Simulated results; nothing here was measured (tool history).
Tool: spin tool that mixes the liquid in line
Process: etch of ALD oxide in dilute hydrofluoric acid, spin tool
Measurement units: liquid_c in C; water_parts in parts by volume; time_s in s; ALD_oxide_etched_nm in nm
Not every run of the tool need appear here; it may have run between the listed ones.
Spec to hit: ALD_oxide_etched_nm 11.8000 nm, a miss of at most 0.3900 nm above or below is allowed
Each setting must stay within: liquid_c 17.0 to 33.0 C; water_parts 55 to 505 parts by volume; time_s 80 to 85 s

{"run": 1, "hour": 0.0, "liquid_c": 25.0, "water_parts": 280, "time_s": 80, "ALD_oxide_etched_nm": 7.7063}
{"run": 2, "hour": 4.7, "liquid_c": 25.0, "water_parts": 280, "time_s": 80, "ALD_oxide_etched_nm": 7.6802}
{"run": 3, "hour": 6.4, "liquid_c": 26.5, "water_parts": 270, "time_s": 80, "ALD_oxide_etched_nm": 8.4916}
{"run": 4, "hour": 14.6, "liquid_c": 29.5, "water_parts": 270, "time_s": 80, "ALD_oxide_etched_nm": 9.2504}
{"run": 5, "hour": 17.5, "liquid_c": 32.5, "water_parts": 270, "time_s": 80, "ALD_oxide_etched_nm": 10.315}
{"run": 6, "hour": 26.1, "liquid_c": 32.5, "water_parts": 265, "time_s": 80, "ALD_oxide_etched_nm": 10.722}
{"run": 7, "hour": 34.5, "liquid_c": 32.5, "water_parts": 260, "time_s": 80, "ALD_oxide_etched_nm": 10.903}
{"run": 8, "hour": 42.9, "liquid_c": 32.5, "water_parts": 255, "time_s": 80, "ALD_oxide_etched_nm": 11.162}

Which of these 5 next moves meets every target?
{"run": "A", "hour": 51.3, "liquid_c": 32.0, "water_parts": 240, "time_s": 80, "ALD_oxide_etched_nm": "?"}
{"run": "B", "hour": 51.3, "liquid_c": 31.5, "water_parts": 250, "time_s": 80, "ALD_oxide_etched_nm": "?"}
{"run": "C", "hour": 51.3, "liquid_c": 29.0, "water_parts": 235, "time_s": 80, "ALD_oxide_etched_nm": "?"}
{"run": "D", "hour": 51.3, "liquid_c": 33.0, "water_parts": 260, "time_s": 80, "ALD_oxide_etched_nm": "?"}
{"run": "E", "hour": 51.3, "liquid_c": 33.0, "water_parts": 265, "time_s": 80, "ALD_oxide_etched_nm": "?"}

move=A ALD_oxide_etched_nm=11.7980
move=B ALD_oxide_etched_nm=11.0120
move=C ALD_oxide_etched_nm=10.9500
move=D ALD_oxide_etched_nm=10.9930
move=E ALD_oxide_etched_nm=10.7240
A: every result lands within tolerance
B: further off than the last run
C: further off than the last run
D: further off than the last run
E: further off than the last run
A meets every target.
